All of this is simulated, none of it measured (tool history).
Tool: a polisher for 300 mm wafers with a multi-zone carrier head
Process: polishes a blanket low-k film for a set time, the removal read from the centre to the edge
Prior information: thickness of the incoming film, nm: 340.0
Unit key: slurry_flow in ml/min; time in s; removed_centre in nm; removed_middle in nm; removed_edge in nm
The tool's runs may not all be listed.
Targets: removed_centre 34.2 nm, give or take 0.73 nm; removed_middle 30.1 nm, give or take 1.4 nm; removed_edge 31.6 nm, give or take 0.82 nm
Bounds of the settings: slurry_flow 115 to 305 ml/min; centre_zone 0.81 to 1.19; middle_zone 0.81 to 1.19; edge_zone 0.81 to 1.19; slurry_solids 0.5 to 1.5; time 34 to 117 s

| run | day | slurry_flow | centre_zone | middle_zone | edge_zone | slurry_solids | time | removed_centre | removed_middle | removed_edge |
|---|---|---|---|---|---|---|---|---|---|---|
| 1 | 0 | 195 | 1 | 1 | 1 | 1 | 75 | 21.522 | 21.221 | 21.867 |
| 2 | 0.275 | 205 | 1.02 | 1.01 | 1.02 | 1.05 | 75 | 22.213 | 22.314 | 22.28 |
| 3 | 0.638 | 205 | 1.02 | 1.01 | 0.94 | 1.05 | 75 | 22.014 | 22.335 | 21.401 |
| 4 | 0.683 | 245 | 1.02 | 1.01 | 0.94 | 1.05 | 75 | 22.706 | 22.582 | 21.813 |
| 5 | 0.762 | 275 | 1.02 | 1.01 | 0.94 | 1.05 | 75 | 23.142 | 22.685 | 22.233 |
| 6 | 1.008 | 305 | 1.02 | 1.01 | 0.94 | 1.05 | 75 | 23.269 | 22.968 | 22.603 |
| 7 | 1.383 | 305 | 1.04 | 1.01 | 0.96 | 1.1 | 75 | 24.155 | 22.82 | 23.063 |
| 8 | 1.683 | 305 | 1.05 | 1.02 | 0.98 | 1.15 | 76 | 24.807 | 24.404 | 23.901 |
| 9 | 1.783 | 305 | 1.06 | 1.01 | 0.99 | 1.2 | 77 | 26.074 | 24.534 | 24.566 |
|  | 2.133 | worn pad replaced by a new one |
| 10 | 2.133 | 280 | 1.12 | 1.07 | 1.09 | 1.45 | 85 | 34.445 | 33.322 | 33.056 |
| 11 | 2.408 | 280 | 1.12 | 1.06 | 1.08 | 1.45 | 85 | 34.376 | 33.553 | 32.743 |

5 candidate next runs follow, results not yet known. Just one meets every target within its allowed miss. Identify it.
| A | 2.683 | 270 | 1.12 | 1.08 | 1.03 | 1.5 | 84 | ? | ? | ? |
| B | 2.683 | 290 | 1.19 | 1.03 | 1.14 | 1.35 | 82 | ? | ? | ? |
| C | 2.683 | 270 | 0.96 | 1.14 | 0.9 | 1.5 | 94 | ? | ? | ? |
| D | 2.683 | 240 | 1.05 | 1.19 | 0.97 | 1.45 | 90 | ? | ? | ? |
| E | 2.683 | 280 | 1.08 | 1.19 | 0.92 | 1.5 | 84 | ? | ? | ? |

| move | removed_centre | removed_middle | removed_edge |
|---|---|---|---|
| A | 34.639 | 33.599 | 31.693 |
| B | 34.543 | 30.688 | 31.623 |
| C | 34.347 | 39.322 | 33.244 |
| D | 34.357 | 38.012 | 32.233 |
| E | 33.821 | 36.523 | 30.08 |
A: about as far from the targets as the last run
B: all results in spec
C: further off than the last run
D: further off than the last run
E: further off than the last run
B meets every target.
